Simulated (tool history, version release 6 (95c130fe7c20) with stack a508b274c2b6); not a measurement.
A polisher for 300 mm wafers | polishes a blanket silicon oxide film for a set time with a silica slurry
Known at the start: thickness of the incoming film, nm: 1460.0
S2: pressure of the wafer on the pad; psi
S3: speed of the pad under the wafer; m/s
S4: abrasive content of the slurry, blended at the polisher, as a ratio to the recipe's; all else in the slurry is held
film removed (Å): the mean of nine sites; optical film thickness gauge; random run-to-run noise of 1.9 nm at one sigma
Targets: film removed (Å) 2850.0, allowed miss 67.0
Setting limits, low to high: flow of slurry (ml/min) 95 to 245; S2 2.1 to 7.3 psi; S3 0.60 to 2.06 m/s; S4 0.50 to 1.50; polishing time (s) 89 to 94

Run 1, day 0.000: flow of slurry (ml/min) 155, S2 4.7 psi, S3 1.32 m/s, S4 1.00, polishing time (s) 89. Result: film removed (Å) 3499.0.
Run 2, day 0.196: flow of slurry (ml/min) 155, S2 4.7 psi, S3 1.32 m/s, S4 0.90, polishing time (s) 89. Result: film removed (Å) 3287.2.
Run 3, day 0.467: flow of slurry (ml/min) 155, S2 5.2 psi, S3 1.32 m/s, S4 0.90, polishing time (s) 89. Result: film removed (Å) 3725.7.
Run 4, day 0.750: flow of slurry (ml/min) 145, S2 4.9 psi, S3 1.32 m/s, S4 0.90, polishing time (s) 89. Result: film removed (Å) 3460.5.
Run 5, day 0.892: flow of slurry (ml/min) 145, S2 4.6 psi, S3 1.32 m/s, S4 0.90, polishing time (s) 89. Result: film removed (Å) 3202.7.
Run 6, day 0.958: flow of slurry (ml/min) 140, S2 4.5 psi, S3 1.32 m/s, S4 0.90, polishing time (s) 89. Result: film removed (Å) 3142.9.
Run 7, day 1.271: flow of slurry (ml/min) 140, S2 4.4 psi, S3 1.32 m/s, S4 0.90, polishing time (s) 89. Result: film removed (Å) 3058.9.
Run 8, day 1.338: flow of slurry (ml/min) 135, S2 4.3 psi, S3 1.32 m/s, S4 0.90, polishing time (s) 89. Result: film removed (Å) 2987.1.
Run 9, day 1.383: flow of slurry (ml/min) 135, S2 4.3 psi, S3 1.32 m/s, S4 0.90, polishing time (s) 89. Result: film removed (Å) 3014.2.

5 next moves are on the table. One of them brings every result within its allowed miss. Which?
Run A, day 1.429: flow of slurry (ml/min) 165, S2 5.1 psi, S3 1.28 m/s, S4 0.75, polishing time (s) 89. Result: film removed (Å) ?.
Run B, day 1.429: flow of slurry (ml/min) 215, S2 4.6 psi, S3 1.22 m/s, S4 0.90, polishing time (s) 89. Result: film removed (Å) ?.
Run C, day 1.429: flow of slurry (ml/min) 125, S2 4.4 psi, S3 1.10 m/s, S4 1.05, polishing time (s) 91. Result: film removed (Å) ?.
Run D, day 1.429: flow of slurry (ml/min) 190, S2 3.9 psi, S3 1.42 m/s, S4 0.85, polishing time (s) 90. Result: film removed (Å) ?.
Run E, day 1.429: flow of slurry (ml/min) 125, S2 4.1 psi, S3 1.46 m/s, S4 0.85, polishing time (s) 91. Result: film removed (Å) ?.

move  film removed (Å)
   A            3348.0
   B            3217.3
   C            2866.5
   D            3024.2
   E            3109.1
A: its largest miss is bigger than the last run's
B: its largest miss is bigger than the last run's
C: every result within its allowed miss
D: its largest miss is bigger than the last run's
E: its largest miss is bigger than the last run's
The move that meets every target is C.

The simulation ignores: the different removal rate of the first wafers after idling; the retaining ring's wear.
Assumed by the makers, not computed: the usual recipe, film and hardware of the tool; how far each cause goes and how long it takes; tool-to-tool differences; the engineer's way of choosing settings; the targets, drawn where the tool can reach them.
